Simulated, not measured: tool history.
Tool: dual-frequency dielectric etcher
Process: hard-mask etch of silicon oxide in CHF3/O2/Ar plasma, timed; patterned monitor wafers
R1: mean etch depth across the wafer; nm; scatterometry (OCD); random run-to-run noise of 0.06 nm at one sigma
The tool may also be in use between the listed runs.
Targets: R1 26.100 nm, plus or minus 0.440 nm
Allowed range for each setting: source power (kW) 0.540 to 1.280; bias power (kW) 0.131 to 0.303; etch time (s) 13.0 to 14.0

Run 1, hour 0.0: source power (kW) 0.910, bias power (kW) 0.217, etch time (s) 14.0. Result: R1 33.961 nm.
Run 2, hour 1.5: source power (kW) 0.910, bias power (kW) 0.217, etch time (s) 14.0. Result: R1 33.665 nm.
Run 3, hour 6.4: source power (kW) 0.840, bias power (kW) 0.202, etch time (s) 14.0. Result: R1 31.608 nm.
Run 4, hour 12.9: source power (kW) 0.940, bias power (kW) 0.202, etch time (s) 14.0. Result: R1 33.451 nm.
Run 5, hour 19.1: source power (kW) 0.940, bias power (kW) 0.185, etch time (s) 14.0. Result: R1 32.156 nm.
Run 6, hour 25.1: source power (kW) 0.940, bias power (kW) 0.185, etch time (s) 13.0. Result: R1 29.776 nm.
Run 7, hour 30.9: source power (kW) 0.880, bias power (kW) 0.184, etch time (s) 13.0. Result: R1 28.820 nm.
Run 8, hour 33.9: source power (kW) 0.880, bias power (kW) 0.184, etch time (s) 13.0. Result: R1 28.892 nm.
Run 9, hour 42.4: source power (kW) 0.840, bias power (kW) 0.183, etch time (s) 13.0. Result: R1 28.251 nm.
Run 10, hour 48.4: source power (kW) 0.660, bias power (kW) 0.177, etch time (s) 13.0. Result: R1 24.779 nm.
Run 11, hour 55.6: source power (kW) 0.680, bias power (kW) 0.177, etch time (s) 13.0. Result: R1 25.140 nm.
Run 12, hour 63.7: source power (kW) 0.690, bias power (kW) 0.177, etch time (s) 13.0. Result: R1 25.319 nm.
Run 13, hour 64.8: source power (kW) 0.700, bias power (kW) 0.177, etch time (s) 13.0. Result: R1 25.449 nm.
Run 14, hour 70.9: source power (kW) 0.760, bias power (kW) 0.179, etch time (s) 13.0. Result: R1 26.646 nm.
Run 15, hour 78.0: source power (kW) 0.760, bias power (kW) 0.179, etch time (s) 13.0. Result: R1 26.562 nm.

Pick the move, out of 5, that brings all results within their allowed miss; only one does.
Run A, hour 85.1: source power (kW) 0.680, bias power (kW) 0.191, etch time (s) 13.0. Result: R1 ?.
Run B, hour 85.1: source power (kW) 0.850, bias power (kW) 0.137, etch time (s) 13.0. Result: R1 ?.
Run C, hour 85.1: source power (kW) 0.770, bias power (kW) 0.149, etch time (s) 13.0. Result: R1 ?.
Run D, hour 85.1: source power (kW) 0.720, bias power (kW) 0.147, etch time (s) 13.5. Result: R1 ?.
Run E, hour 85.1: source power (kW) 0.580, bias power (kW) 0.180, etch time (s) 14.0. Result: R1 ?.

move      R1
   A  25.907
   B  25.111
   C  24.797
   D  24.782
   E  25.132
A: every result within its allowed miss
B: the result that was furthest off in the last run now lies on the other side of its target
C: the result that was furthest off in the last run now lies on the other side of its target
D: the result that was furthest off in the last run now lies on the other side of its target
E: the result that was furthest off in the last run now lies on the other side of its target
So the answer is move A, the one that meets all the targets.
